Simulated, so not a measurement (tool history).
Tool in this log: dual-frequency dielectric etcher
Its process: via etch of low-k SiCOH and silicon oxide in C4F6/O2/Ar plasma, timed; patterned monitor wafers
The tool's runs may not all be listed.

run	hour	source power (kW)	bias power (kW)	etch time (s)	mean etch depth across the wafer (nm)
1	0	0.25	0.166	46.5	94.549
2	7.9	0.25	0.166	46.5	94.901
3	14.1	0.24	0.161	46.5	90.589
4	17.4	0.28	0.161	46.5	98.372
5	20.1	0.27	0.158	46.5	98.056
6	26.6	0.27	0.129	46.5	89.608
7	30.5	0.26	0.128	46.5	88.433
8	32.3	0.25	0.127	46.5	86.626

Estimate the outcome of run 9 from the log above:
9	34.2	0.24	0.126	46.5	?

For run 9 the tool returned mean etch depth across the wafer (nm) 84.68.

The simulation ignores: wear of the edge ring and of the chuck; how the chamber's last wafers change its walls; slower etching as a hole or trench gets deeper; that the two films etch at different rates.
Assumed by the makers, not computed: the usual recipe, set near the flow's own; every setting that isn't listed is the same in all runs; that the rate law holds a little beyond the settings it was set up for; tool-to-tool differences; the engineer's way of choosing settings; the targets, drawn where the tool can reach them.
